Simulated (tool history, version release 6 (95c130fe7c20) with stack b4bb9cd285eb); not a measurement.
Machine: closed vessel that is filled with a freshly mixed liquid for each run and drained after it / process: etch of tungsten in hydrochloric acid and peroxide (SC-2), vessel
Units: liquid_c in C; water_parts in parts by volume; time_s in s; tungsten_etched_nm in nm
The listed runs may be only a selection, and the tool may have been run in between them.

Run 1, hour 0.0: liquid_c 60.0 C, water_parts 12.0 parts by volume, time_s 30 s. Result: tungsten_etched_nm 6.6002 nm.
Run 2, hour 2.8: liquid_c 57.5 C, water_parts 12.0 parts by volume, time_s 30 s. Result: tungsten_etched_nm 5.6743 nm.
Run 3, hour 11.4: liquid_c 56.0 C, water_parts 12.0 parts by volume, time_s 30 s. Result: tungsten_etched_nm 5.1353 nm.
Run 4, hour 13.2: liquid_c 55.0 C, water_parts 12.0 parts by volume, time_s 30 s. Result: tungsten_etched_nm 4.7089 nm.
Run 5, hour 15.7: liquid_c 61.5 C, water_parts 12.0 parts by volume, time_s 30 s. Result: tungsten_etched_nm 7.2158 nm.
Run 6, hour 21.5: liquid_c 61.5 C, water_parts 12.0 parts by volume, time_s 30 s. Result: tungsten_etched_nm 7.2992 nm.

What will run 7 give?
Run 7, hour 25.9: liquid_c 59.5 C, water_parts 12.0 parts by volume, time_s 30 s. Result: tungsten_etched_nm ?.

{"run 7": {"tungsten_etched_nm": 6.4115}}
